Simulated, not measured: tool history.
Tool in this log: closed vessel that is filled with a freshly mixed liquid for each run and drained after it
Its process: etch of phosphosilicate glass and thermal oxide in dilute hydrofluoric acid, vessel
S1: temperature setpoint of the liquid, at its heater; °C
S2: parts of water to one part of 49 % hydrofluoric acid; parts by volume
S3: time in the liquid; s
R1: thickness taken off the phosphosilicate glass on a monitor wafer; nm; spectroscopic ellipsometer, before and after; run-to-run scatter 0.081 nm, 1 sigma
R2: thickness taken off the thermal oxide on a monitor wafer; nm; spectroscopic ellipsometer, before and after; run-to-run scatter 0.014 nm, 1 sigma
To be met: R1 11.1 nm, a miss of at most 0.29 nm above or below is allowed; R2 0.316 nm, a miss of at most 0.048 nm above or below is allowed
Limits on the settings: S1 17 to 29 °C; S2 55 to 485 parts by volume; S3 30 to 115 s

run	hour	S1	S2	S3	R1	R2
1	0	21	270	60	23.303	0.6712
2	0.7	20.5	285	60	21.42	0.62027
3	5	20.5	285	80	28.742	0.8005
4	13.7	23	285	80	31.344	0.85981
# hour 14.7: hydrofluoric acid flow meter replaced
5	14.7	22.5	305	80	31.318	0.87298
6	17.2	22.5	225	80	45.297	1.282
7	25.8	22	250	80	40.125	1.1259
8	31.5	18	360	75	20.545	0.55463
9	37.9	18	375	75	19.219	0.57093
10	38.9	17	485	70	12.311	0.3321
11	43.8	17	485	70	12.38	0.35896

Exactly one of the 4 candidate moves below puts every result within its allowed miss. Which one?
A	48.7	21	465	60	?	?
B	48.7	23	400	40	?	?
C	48.7	17.5	470	70	?	?
D	48.7	17	480	80	?	?

move	R1	R2
A	12.838	0.35519
B	11.23	0.3107
C	13.107	0.36263
D	14.307	0.39585
A: its largest miss is bigger than the last run's
B: hits every target within its allowed miss
C: its largest miss is bigger than the last run's
D: its largest miss is bigger than the last run's
Answer: B

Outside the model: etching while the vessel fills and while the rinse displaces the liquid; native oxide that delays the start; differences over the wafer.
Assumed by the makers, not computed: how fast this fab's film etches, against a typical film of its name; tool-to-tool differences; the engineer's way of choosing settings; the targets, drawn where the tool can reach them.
